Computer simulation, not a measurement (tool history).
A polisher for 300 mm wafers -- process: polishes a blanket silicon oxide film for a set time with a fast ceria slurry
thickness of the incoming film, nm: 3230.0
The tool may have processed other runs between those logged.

| run | hour | flow of slurry (ml/min) | pressure of the wafer on the pad (psi) | speed of the pad under the wafer (m/s) | polishing time (s) | film removed (nm) |
|---|---|---|---|---|---|---|
| 1 | 0 | 290 | 2.2 | 1.06 | 101 | 1102.4 |
| 2 | 1.5 | 325 | 2.2 | 1.06 | 101 | 1117.7 |
| 3 | 7.3 | 295 | 2.2 | 1.06 | 101 | 1088.2 |
| 4 | 14.7 | 295 | 2.2 | 1.2 | 101 | 1260.8 |
| 5 | 23.6 | 295 | 2.4 | 1.2 | 101 | 1318.8 |
| 6 | 29.9 | 295 | 2.6 | 1.22 | 101 | 1467.7 |
| 7 | 35.9 | 295 | 2.8 | 1.22 | 101 | 1517 |
| 8 | 40.9 | 295 | 2.9 | 1.24 | 101 | 1639 |

Run 9 comes next. What will it give?
| 9 | 48.5 | 295 | 3 | 1.24 | 101 | ? |

{"run 9": {"film removed (nm)": 1643.1}}
